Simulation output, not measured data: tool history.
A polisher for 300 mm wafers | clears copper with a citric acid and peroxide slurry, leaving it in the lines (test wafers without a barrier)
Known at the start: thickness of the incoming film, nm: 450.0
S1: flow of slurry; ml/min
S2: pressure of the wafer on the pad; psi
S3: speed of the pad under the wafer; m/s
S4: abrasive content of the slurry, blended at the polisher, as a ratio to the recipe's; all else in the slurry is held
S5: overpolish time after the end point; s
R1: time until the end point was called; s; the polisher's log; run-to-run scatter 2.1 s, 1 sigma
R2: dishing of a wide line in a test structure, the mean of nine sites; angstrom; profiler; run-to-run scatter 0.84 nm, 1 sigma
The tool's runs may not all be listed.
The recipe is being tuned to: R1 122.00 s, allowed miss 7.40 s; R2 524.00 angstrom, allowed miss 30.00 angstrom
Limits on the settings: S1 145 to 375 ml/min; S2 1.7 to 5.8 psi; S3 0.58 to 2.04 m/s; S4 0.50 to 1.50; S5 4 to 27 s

run,hour,S1,S2,S3,S4,S5,R1,R2
1,0.0,240,3.7,1.30,1.00,14,124.36,346.03
2,6.1,240,3.7,1.30,0.80,14,133.41,330.64
3,9.9,235,3.8,1.30,0.80,16,126.45,376.33
4,15.9,235,3.8,1.30,0.80,13,127.90,315.10
5,24.5,235,3.8,1.62,0.80,13,107.20,371.97
6,29.3,235,3.6,1.62,0.80,15,110.78,409.91
7,33.6,235,3.4,1.62,0.80,17,112.43,427.22
8,42.2,235,3.3,1.60,0.80,19,112.72,467.04
9,48.2,235,3.2,1.58,0.80,20,121.23,466.07
10,51.7,235,3.2,1.58,0.80,21,119.30,488.08

Exercise: of the 5 proposed moves below, exactly one satisfies all targets within the stated allowed misses. Which move is it?
A,55.2,200,4.8,1.28,0.85,22,?,?
B,55.2,260,3.3,1.52,0.90,18,?,?
C,55.2,240,3.0,1.70,0.80,20,?,?
D,55.2,270,3.0,1.58,0.85,24,?,?
E,55.2,280,2.7,1.74,0.80,18,?,?

move,R1,R2
A,106.42,544.80
B,114.80,429.23
C,113.71,467.22
D,119.31,517.45
E,117.88,415.58
A: puts the biggest miss on target and leaves a different result outside tolerance
B: the biggest miss grows against the last run
C: the biggest miss grows against the last run
D: all results in spec
E: the biggest miss grows against the last run
Correct choice: D, which meets every target

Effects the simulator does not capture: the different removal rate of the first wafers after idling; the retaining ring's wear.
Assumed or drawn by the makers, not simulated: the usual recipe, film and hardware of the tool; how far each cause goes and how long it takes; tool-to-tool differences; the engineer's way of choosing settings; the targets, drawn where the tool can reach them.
